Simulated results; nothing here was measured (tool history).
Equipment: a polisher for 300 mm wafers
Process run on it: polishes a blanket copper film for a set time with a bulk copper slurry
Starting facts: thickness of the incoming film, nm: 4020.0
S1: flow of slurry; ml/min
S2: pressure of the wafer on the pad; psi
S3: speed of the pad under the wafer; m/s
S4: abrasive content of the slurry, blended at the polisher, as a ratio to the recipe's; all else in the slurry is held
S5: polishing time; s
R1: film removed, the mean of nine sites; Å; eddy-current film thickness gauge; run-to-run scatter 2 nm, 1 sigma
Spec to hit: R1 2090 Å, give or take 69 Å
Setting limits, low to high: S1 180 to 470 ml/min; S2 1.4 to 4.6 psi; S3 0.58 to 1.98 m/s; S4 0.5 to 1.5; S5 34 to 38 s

run	day	S1	S2	S3	S4	S5	R1
1	0	300	3	1.28	1	38	4906.1
2	0.154	300	3.5	1.28	1	38	5731.4
3	0.525	300	4.2	1.28	1	38	6769.7
4	0.833	300	3.7	1.28	1	38	6074.1
5	1.092	300	3.1	1.28	1	38	5070.3
6	1.458	300	3.1	1.28	1	38	5032.8
7	1.762	300	2.6	1.14	1	38	3802.9
8	2.004	300	2.3	1.06	1	38	3197.2
9	2.133	300	2.1	1.02	1	38	2800.9
10	2.3	300	1.9	1	1	38	2508.4
11	2.433	300	1.9	1	1	38	2452.4
12	2.808	300	1.4	0.98	1	38	1848.4
13	2.954	300	1.5	0.98	1	38	1963.3

Next run, 5 choices. One meets every target within its allowed miss, the rest don't. Which?
A	3.1	320	1.8	0.94	1.05	38	?
B	3.1	330	1.5	1.12	1	35	?
C	3.1	205	1.6	1.56	0.5	34	?
D	3.1	215	1.8	1.06	1.05	36	?
E	3.1	190	1.8	1.08	0.8	37	?

move	R1
A	2319.1
B	2103.2
C	2326.9
D	2319.5
E	2216.6
A: pushes the last run's worst result past its target
B: hits every target within its allowed miss
C: pushes the last run's worst result past its target
D: pushes the last run's worst result past its target
E: pushes the last run's worst result past its target
Move B is the one to make.
